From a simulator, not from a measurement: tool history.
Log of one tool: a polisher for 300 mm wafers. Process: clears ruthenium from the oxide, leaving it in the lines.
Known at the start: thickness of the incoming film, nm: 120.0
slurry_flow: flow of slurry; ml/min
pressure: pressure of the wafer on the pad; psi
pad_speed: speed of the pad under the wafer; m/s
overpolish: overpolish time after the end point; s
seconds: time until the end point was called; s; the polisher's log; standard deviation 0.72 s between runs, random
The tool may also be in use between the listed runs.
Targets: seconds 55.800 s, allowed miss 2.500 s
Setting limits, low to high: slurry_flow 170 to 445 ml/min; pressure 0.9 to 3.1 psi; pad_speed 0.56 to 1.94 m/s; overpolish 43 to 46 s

{"run": 1, "day": 0.0, "slurry_flow": 285, "pressure": 2.0, "pad_speed": 1.24, "overpolish": 43, "seconds": 86.507}
{"run": 2, "day": 0.175, "slurry_flow": 285, "pressure": 2.2, "pad_speed": 1.24, "overpolish": 43, "seconds": 80.681}
{"run": 3, "day": 0.471, "slurry_flow": 285, "pressure": 2.4, "pad_speed": 1.26, "overpolish": 43, "seconds": 73.801}
{"run": 4, "day": 0.508, "slurry_flow": 285, "pressure": 2.0, "pad_speed": 1.26, "overpolish": 43, "seconds": 83.996}
{"run": 5, "day": 0.658, "slurry_flow": 285, "pressure": 2.0, "pad_speed": 1.26, "overpolish": 46, "seconds": 84.317}
{"run": 6, "day": 0.858, "slurry_flow": 285, "pressure": 2.3, "pad_speed": 1.28, "overpolish": 46, "seconds": 75.687}
{"run": 7, "day": 0.942, "slurry_flow": 285, "pressure": 2.5, "pad_speed": 1.3, "overpolish": 46, "seconds": 69.373}
{"run": 8, "day": 1.038, "slurry_flow": 285, "pressure": 2.6, "pad_speed": 1.32, "overpolish": 46, "seconds": 65.059}
{"run": 9, "day": 1.125, "slurry_flow": 285, "pressure": 2.7, "pad_speed": 1.32, "overpolish": 46, "seconds": 63.592}
{"run": 10, "day": 1.467, "slurry_flow": 285, "pressure": 2.8, "pad_speed": 1.32, "overpolish": 46, "seconds": 62.427}
{"run": 11, "day": 1.742, "slurry_flow": 285, "pressure": 2.9, "pad_speed": 1.32, "overpolish": 46, "seconds": 61.698}
{"run": 12, "day": 1.767, "slurry_flow": 285, "pressure": 2.9, "pad_speed": 1.34, "overpolish": 46, "seconds": 59.934}

Below are 4 possible settings for the next run. Only one of them brings all results inside the allowed miss of their targets. Which is it?
{"run": "A", "day": 1.792, "slurry_flow": 335, "pressure": 2.1, "pad_speed": 1.5, "overpolish": 46, "seconds": "?"}
{"run": "B", "day": 1.792, "slurry_flow": 290, "pressure": 2.9, "pad_speed": 1.14, "overpolish": 46, "seconds": "?"}
{"run": "C", "day": 1.792, "slurry_flow": 245, "pressure": 2.6, "pad_speed": 1.36, "overpolish": 43, "seconds": "?"}
{"run": "D", "day": 1.792, "slurry_flow": 340, "pressure": 3.1, "pad_speed": 1.36, "overpolish": 46, "seconds": "?"}

move=A seconds=70.564
move=B seconds=71.743
move=C seconds=67.011
move=D seconds=56.539
A: moves away from the targets compared with the last run
B: moves away from the targets compared with the last run
C: moves away from the targets compared with the last run
D: in spec on every target
Go with D: it meets all targets.
